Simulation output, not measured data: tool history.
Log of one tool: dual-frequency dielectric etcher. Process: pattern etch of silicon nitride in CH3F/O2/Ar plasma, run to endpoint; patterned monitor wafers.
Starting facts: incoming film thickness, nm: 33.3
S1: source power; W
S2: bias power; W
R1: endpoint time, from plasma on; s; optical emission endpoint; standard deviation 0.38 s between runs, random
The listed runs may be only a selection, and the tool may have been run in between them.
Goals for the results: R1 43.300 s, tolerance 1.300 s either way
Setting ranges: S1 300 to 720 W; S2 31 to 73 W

run,hour,S1,S2,R1
1,0.0,510,52,50.185
2,6.3,550,52,48.662
3,9.7,570,53,48.117
4,14.3,570,48,49.649
5,23.2,610,48,47.549
6,29.2,610,51,47.025
7,30.3,630,52,45.391
8,35.1,640,52,44.819
9,35.7,650,52,45.471

Exactly one of the 5 candidate moves below puts every result within its allowed miss. Which one?
A,36.3,610,47,?
B,36.3,510,51,?
C,36.3,720,64,?
D,36.3,660,59,?
E,36.3,720,63,?

move,R1
A,48.164
B,51.449
C,40.830
D,43.539
E,41.018
A: misses by more than the last run did
B: misses by more than the last run did
C: carries the result that was furthest off beyond its target, to the other side
D: every result lands within tolerance
E: carries the result that was furthest off beyond its target, to the other side
Go with D: it meets all targets.

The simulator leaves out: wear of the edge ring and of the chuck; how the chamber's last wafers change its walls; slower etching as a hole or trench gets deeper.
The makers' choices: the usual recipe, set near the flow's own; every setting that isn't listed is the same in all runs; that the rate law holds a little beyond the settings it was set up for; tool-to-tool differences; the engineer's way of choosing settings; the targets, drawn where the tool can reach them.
